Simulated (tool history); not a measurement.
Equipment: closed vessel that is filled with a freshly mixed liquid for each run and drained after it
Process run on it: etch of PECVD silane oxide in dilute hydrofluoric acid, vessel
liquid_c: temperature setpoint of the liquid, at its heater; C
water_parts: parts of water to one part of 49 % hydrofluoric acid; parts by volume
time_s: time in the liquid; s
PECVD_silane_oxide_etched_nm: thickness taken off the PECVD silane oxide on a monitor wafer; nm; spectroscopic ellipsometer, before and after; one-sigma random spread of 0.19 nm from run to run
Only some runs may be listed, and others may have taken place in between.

run    day  liquid_c  water_parts  time_s  PECVD_silane_oxide_etched_nm
  1      0        23          185     280                        42.183
  2  0.346        23          225     280                         33.46
  3  0.621        25          205     280                        40.217
  4  0.933      26.5          190     280                        46.907
  5  0.962      27.5          180     280                        51.872
  6  1.288      28.5          175     280                        55.248

For run 7, what comes out?
  7  1.438        31          160     280                             ?

PECVD_silane_oxide_etched_nm: 67.32 nm
